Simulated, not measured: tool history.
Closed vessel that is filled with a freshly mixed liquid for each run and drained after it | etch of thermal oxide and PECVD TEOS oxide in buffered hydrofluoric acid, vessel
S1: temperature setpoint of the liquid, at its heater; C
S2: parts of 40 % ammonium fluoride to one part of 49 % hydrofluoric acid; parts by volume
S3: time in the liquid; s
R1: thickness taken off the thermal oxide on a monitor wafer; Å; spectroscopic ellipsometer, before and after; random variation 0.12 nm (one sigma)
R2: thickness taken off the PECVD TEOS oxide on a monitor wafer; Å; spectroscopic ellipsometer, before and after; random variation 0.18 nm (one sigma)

{"run": 1, "hour": 0.0, "S1": 25, "S2": 16, "S3": 60, "R1": 506.61, "R2": 835.58}
{"run": 2, "hour": 1.6, "S1": 25, "S2": 16, "S3": 75, "R1": 643.86, "R2": 1046.6}
{"run": 3, "hour": 9.0, "S1": 25, "S2": 12.5, "S3": 75, "R1": 812, "R2": 1332.6}
{"run": 4, "hour": 10.3, "S1": 23, "S2": 15.5, "S3": 75, "R1": 589.88, "R2": 973.94}
{"run": 5, "hour": 16.3, "S1": 21.5, "S2": 18, "S3": 75, "R1": 468.99, "R2": 766.92}
{"run": 6, "hour": 20.9, "S1": 21.5, "S2": 15, "S3": 75, "R1": 558.34, "R2": 919.06}
{"run": 7, "hour": 25.6, "S1": 17.5, "S2": 20, "S3": 70, "R1": 314.24, "R2": 513.26}

Run 8 comes next. What will it give?
{"run": 8, "hour": 30.2, "S1": 17.5, "S2": 21.5, "S3": 70, "R1": "?", "R2": "?"}

{"run 8": {"R1": 303.56, "R2": 491.67}}
